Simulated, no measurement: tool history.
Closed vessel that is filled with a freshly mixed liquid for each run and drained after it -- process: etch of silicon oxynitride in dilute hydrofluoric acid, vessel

| run | hour | temperature setpoint of the liquid (K) | parts of water to one part of 49 % hydrofluoric acid (parts by volume) | time in the liquid (s) | thickness taken off the silicon oxynitride on a monitor wafer (Å) |
|---|---|---|---|---|---|
| 1 | 0.0 | 296.15 | 115 | 355 | 79.221 |
| 2 | 9.1 | 296.15 | 115 | 380 | 85.845 |
| 3 | 11.7 | 296.15 | 135 | 380 | 71.131 |
| 4 | 13.5 | 293.65 | 135 | 380 | 63.680 |
| 5 | 16.6 | 296.65 | 130 | 380 | 76.379 |
| 6 | 24.4 | 296.65 | 110 | 380 | 92.664 |

Predict the results of run 7:
| 7 | 32.4 | 298.65 | 110 | 380 | ? |

{"run 7": {"thickness taken off the silicon oxynitride on a monitor wafer (Å)": 101.82}}
